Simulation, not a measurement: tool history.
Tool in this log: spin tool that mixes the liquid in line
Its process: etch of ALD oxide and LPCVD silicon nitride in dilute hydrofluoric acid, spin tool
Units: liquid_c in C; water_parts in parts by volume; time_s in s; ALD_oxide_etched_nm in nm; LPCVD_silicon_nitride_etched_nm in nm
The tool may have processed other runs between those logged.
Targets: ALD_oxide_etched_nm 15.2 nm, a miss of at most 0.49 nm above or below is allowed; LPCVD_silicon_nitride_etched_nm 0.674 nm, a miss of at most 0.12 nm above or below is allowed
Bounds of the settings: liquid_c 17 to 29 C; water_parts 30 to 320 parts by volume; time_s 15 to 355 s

run	hour	liquid_c	water_parts	time_s	ALD_oxide_etched_nm	LPCVD_silicon_nitride_etched_nm
1	0	21	175	180	8.1108	0.39839
2	2.1	21	210	180	6.6849	0.32174
3	9.5	21	210	120	4.4735	0.23548
4	13.6	21.5	175	120	5.5831	0.2838
5	18.1	24	175	120	6.1232	0.3177
6	26.8	24	210	120	4.9627	0.27585
7	33.2	24.5	175	120	6.2302	0.35304
# hour 38.9: thermometer replaced
8	38.9	24	145	125	8.6292	0.45038
9	46.9	24	135	125	9.4405	0.5328
10	55.5	23.5	125	125	9.9369	0.57719
11	58.9	26	65	125	23.054	1.1861
12	67.9	26	65	125	23.34	1.2139
13	70.7	24.5	65	125	21.842	1.0769
14	73.6	23.5	70	125	19.341	0.97271
15	80.2	22.5	70	125	18.711	0.92275
16	86.2	21.5	70	125	17.716	0.8499
17	94.7	21	70	125	17.187	0.75265
18	103.5	20.5	75	125	15.832	0.67507
19	111.4	20.5	75	125	15.694	0.70118

4 next moves are on the table. One of them brings every result within its allowed miss. Which?
A	119.3	22	105	150	?	?
B	119.3	21.5	85	145	?	?
C	119.3	19	95	165	?	?
D	119.3	21.5	95	135	?	?

move	ALD_oxide_etched_nm	LPCVD_silicon_nitride_etched_nm
A	13.707	0.64091
B	16.419	0.73698
C	14.908	0.63435
D	13.518	0.61531
A: takes the result that was furthest off past its target
B: misses by more than the last run did
C: each result inside its tolerance
D: takes the result that was furthest off past its target
The move that meets every target is C.

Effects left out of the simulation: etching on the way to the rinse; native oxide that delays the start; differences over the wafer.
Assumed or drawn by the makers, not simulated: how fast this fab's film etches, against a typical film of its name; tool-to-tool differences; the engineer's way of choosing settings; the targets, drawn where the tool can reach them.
